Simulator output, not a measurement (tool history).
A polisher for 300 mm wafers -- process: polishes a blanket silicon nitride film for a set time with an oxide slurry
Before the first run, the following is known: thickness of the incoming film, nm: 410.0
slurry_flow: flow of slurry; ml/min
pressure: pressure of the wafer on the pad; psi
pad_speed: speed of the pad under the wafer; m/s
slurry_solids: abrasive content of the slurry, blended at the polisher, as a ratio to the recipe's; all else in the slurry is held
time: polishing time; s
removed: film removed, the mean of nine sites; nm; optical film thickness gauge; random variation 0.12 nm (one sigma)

| run | hour | slurry_flow | pressure | pad_speed | slurry_solids | time | removed |
|---|---|---|---|---|---|---|---|
| 1 | 0 | 205 | 4.8 | 1.1 | 1 | 19 | 18.785 |
| 2 | 7.3 | 205 | 4.3 | 1.1 | 1 | 19 | 17.909 |
| 3 | 12.3 | 205 | 3.7 | 1.08 | 1 | 19 | 16.185 |
| 4 | 15.4 | 205 | 3.7 | 1.08 | 1.1 | 19 | 16.732 |
| 5 | 18.1 | 205 | 3.7 | 0.9 | 1.1 | 19 | 15.444 |
| 6 | 26.8 | 205 | 3.4 | 0.9 | 1.1 | 19 | 14.672 |

The next listed run, before its measurement:
| 7 | 35.6 | 205 | 3.2 | 0.9 | 1.1 | 19 | ? |

Run 7 produced removed 14.295 nm.
